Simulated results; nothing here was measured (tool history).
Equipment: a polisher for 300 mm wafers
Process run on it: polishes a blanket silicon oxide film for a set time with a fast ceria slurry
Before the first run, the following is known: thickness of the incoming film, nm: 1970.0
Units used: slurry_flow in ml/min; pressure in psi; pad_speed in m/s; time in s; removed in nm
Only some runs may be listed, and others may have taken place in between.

| run | hour | slurry_flow | pressure | pad_speed | time | removed |
|---|---|---|---|---|---|---|
| 1 | 0.0 | 270 | 2.6 | 1.10 | 33 | 527.77 |
| 2 | 2.6 | 270 | 3.1 | 1.10 | 33 | 612.66 |
| 3 | 11.5 | 270 | 3.2 | 1.10 | 33 | 605.98 |
| 4 | 17.9 | 270 | 3.2 | 0.90 | 33 | 522.77 |
| 5 | 23.2 | 270 | 3.4 | 0.94 | 33 | 560.19 |
| 6 | 25.2 | 305 | 3.4 | 0.94 | 33 | 564.56 |

Predict the results of run 7:
| 7 | 33.3 | 305 | 3.4 | 0.94 | 33 | ? |

removed: 574.63 nm
